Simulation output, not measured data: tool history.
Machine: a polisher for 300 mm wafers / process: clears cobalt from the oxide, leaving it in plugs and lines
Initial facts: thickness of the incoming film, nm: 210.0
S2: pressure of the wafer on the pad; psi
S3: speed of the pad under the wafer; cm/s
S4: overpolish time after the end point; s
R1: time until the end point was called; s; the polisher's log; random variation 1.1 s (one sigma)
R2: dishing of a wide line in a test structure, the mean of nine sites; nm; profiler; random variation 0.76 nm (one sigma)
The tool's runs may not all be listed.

{"run": 1, "hour": 0.0, "flow of slurry (ml/min)": 260, "S2": 2.1, "S3": 84, "S4": 17, "R1": 48.006, "R2": 44.39}
{"run": 2, "hour": 4.6, "flow of slurry (ml/min)": 260, "S2": 2.1, "S3": 84, "S4": 18, "R1": 48.139, "R2": 46.524}
{"run": 3, "hour": 7.3, "flow of slurry (ml/min)": 260, "S2": 2.1, "S3": 68, "S4": 18, "R1": 57.088, "R2": 41}
{"run": 4, "hour": 13.1, "flow of slurry (ml/min)": 260, "S2": 2.1, "S3": 68, "S4": 21, "R1": 58.786, "R2": 44.283}
{"run": 5, "hour": 19.1, "flow of slurry (ml/min)": 260, "S2": 2.1, "S3": 68, "S4": 22, "R1": 59.381, "R2": 45.674}
{"run": 6, "hour": 20.2, "flow of slurry (ml/min)": 260, "S2": 2.2, "S3": 70, "S4": 24, "R1": 52.237, "R2": 50.255}

Run 7, settings as shown, results not yet in. Your forecast:
{"run": 7, "hour": 23.5, "flow of slurry (ml/min)": 260, "S2": 2.1, "S3": 72, "S4": 26, "R1": "?", "R2": "?"}

{"run 7": {"R1": 57.035, "R2": 52.532}}
